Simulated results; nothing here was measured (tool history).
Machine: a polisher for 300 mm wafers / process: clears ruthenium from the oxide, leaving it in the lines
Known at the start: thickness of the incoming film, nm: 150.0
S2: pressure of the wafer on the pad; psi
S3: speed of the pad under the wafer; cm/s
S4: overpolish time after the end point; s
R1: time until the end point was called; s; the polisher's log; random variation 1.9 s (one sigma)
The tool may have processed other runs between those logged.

Run 1, day 0.000: flow of slurry (ml/min) 215, S2 2.4 psi, S3 116 cm/s, S4 42 s. Result: R1 106.100 s.
Run 2, day 0.083: flow of slurry (ml/min) 215, S2 2.4 psi, S3 130 cm/s, S4 42 s. Result: R1 95.548 s.
Run 3, day 0.288: flow of slurry (ml/min) 215, S2 2.1 psi, S3 126 cm/s, S4 42 s. Result: R1 110.640 s.
Run 4, day 0.550: flow of slurry (ml/min) 215, S2 2.1 psi, S3 126 cm/s, S4 42 s. Result: R1 110.010 s.
Run 5, day 0.867: flow of slurry (ml/min) 215, S2 1.8 psi, S3 122 cm/s, S4 42 s. Result: R1 131.840 s.
Run 6, day 1.121: flow of slurry (ml/min) 215, S2 1.6 psi, S3 122 cm/s, S4 42 s. Result: R1 146.860 s.
Run 7, day 1.412: flow of slurry (ml/min) 210, S2 1.1 psi, S3 120 cm/s, S4 42 s. Result: R1 207.150 s.

Estimate the outcome of run 8 from the log above:
Run 8, day 1.479: flow of slurry (ml/min) 220, S2 1.1 psi, S3 120 cm/s, S4 42 s. Result: R1 ?.

R1: 203.860 s
